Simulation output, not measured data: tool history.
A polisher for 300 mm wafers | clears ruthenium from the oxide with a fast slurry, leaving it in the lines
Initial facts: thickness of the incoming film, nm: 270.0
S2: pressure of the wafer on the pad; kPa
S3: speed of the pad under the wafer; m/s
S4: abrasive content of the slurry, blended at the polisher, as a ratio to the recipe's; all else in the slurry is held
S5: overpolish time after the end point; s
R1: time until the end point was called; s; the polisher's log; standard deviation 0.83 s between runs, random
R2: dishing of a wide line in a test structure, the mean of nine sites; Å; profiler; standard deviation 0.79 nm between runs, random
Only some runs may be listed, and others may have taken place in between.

{"run": 1, "day": 0.0, "flow of slurry (ml/min)": 265, "S2": 18.6, "S3": 1.16, "S4": 1, "S5": 13, "R1": 58.09, "R2": 454.04}
{"run": 2, "day": 0.154, "flow of slurry (ml/min)": 265, "S2": 18.6, "S3": 1.16, "S4": 1, "S5": 17, "R1": 56.592, "R2": 564.23}
{"run": 3, "day": 0.288, "flow of slurry (ml/min)": 265, "S2": 18.6, "S3": 1.16, "S4": 1, "S5": 18, "R1": 57.772, "R2": 577.91}
{"run": 4, "day": 0.338, "flow of slurry (ml/min)": 265, "S2": 18.6, "S3": 1.36, "S4": 1, "S5": 18, "R1": 51.589, "R2": 632.42}
{"run": 5, "day": 0.508, "flow of slurry (ml/min)": 305, "S2": 18.6, "S3": 1.36, "S4": 1, "S5": 18, "R1": 50.121, "R2": 652.36}
{"run": 6, "day": 0.725, "flow of slurry (ml/min)": 300, "S2": 17.9, "S3": 1.36, "S4": 1, "S5": 19, "R1": 52.138, "R2": 652.4}
{"run": 7, "day": 0.783, "flow of slurry (ml/min)": 300, "S2": 17.2, "S3": 1.36, "S4": 1, "S5": 20, "R1": 54.006, "R2": 647.1}
{"run": 8, "day": 1.046, "flow of slurry (ml/min)": 300, "S2": 17.2, "S3": 1.34, "S4": 1, "S5": 21, "R1": 54.262, "R2": 687.03}

Run 9 comes next. What will it give?
{"day": 1.225, "done": "slurry blender recalibrated"}
{"run": 9, "day": 1.225, "flow of slurry (ml/min)": 295, "S2": 15.2, "S3": 1.34, "S4": 1, "S5": 22, "R1": "?", "R2": "?"}

{"run 9": {"R1": 55.095, "R2": 698.04}}
